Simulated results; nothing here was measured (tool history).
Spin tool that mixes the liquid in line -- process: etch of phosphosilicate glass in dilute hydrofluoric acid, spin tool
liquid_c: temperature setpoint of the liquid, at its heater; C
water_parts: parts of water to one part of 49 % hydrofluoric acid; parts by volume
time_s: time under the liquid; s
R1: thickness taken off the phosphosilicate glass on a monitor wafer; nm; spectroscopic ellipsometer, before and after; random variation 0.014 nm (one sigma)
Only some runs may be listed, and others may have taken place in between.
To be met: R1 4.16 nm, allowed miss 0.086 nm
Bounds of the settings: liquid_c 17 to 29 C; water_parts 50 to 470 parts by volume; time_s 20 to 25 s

{"run": 1, "hour": 0.0, "liquid_c": 21, "water_parts": 260, "time_s": 25, "R1": 6.3802}
{"run": 2, "hour": 3.6, "liquid_c": 21, "water_parts": 260, "time_s": 20, "R1": 5.0818}
{"run": 3, "hour": 4.4, "liquid_c": 19.5, "water_parts": 265, "time_s": 20, "R1": 4.6769}
{"run": 4, "hour": 13.4, "liquid_c": 19, "water_parts": 265, "time_s": 20, "R1": 4.5846}
{"run": 5, "hour": 17.3, "liquid_c": 17, "water_parts": 265, "time_s": 20, "R1": 4.2519}
{"run": 6, "hour": 22.1, "liquid_c": 17, "water_parts": 265, "time_s": 25, "R1": 5.3333}
{"run": 7, "hour": 27.7, "liquid_c": 17, "water_parts": 280, "time_s": 25, "R1": 5.006}
{"run": 8, "hour": 32.0, "liquid_c": 17, "water_parts": 280, "time_s": 25, "R1": 4.9863}

4 candidate next runs follow, results not yet known. Just one meets every target within its allowed miss. Identify it.
{"run": "A", "hour": 36.3, "liquid_c": 17, "water_parts": 280, "time_s": 20, "R1": "?"}
{"run": "B", "hour": 36.3, "liquid_c": 17, "water_parts": 300, "time_s": 25, "R1": "?"}
{"run": "C", "hour": 36.3, "liquid_c": 17, "water_parts": 325, "time_s": 25, "R1": "?"}
{"run": "D", "hour": 36.3, "liquid_c": 17, "water_parts": 260, "time_s": 25, "R1": "?"}

move=A R1=4.0137
move=B R1=4.6045
move=C R1=4.1633
move=D R1=5.4965
A: takes the result that was furthest off past its target
B: better than the last run, though not everything is in spec
C: every result lands within tolerance
D: the biggest miss grows against the last run
The move that meets every target is C.
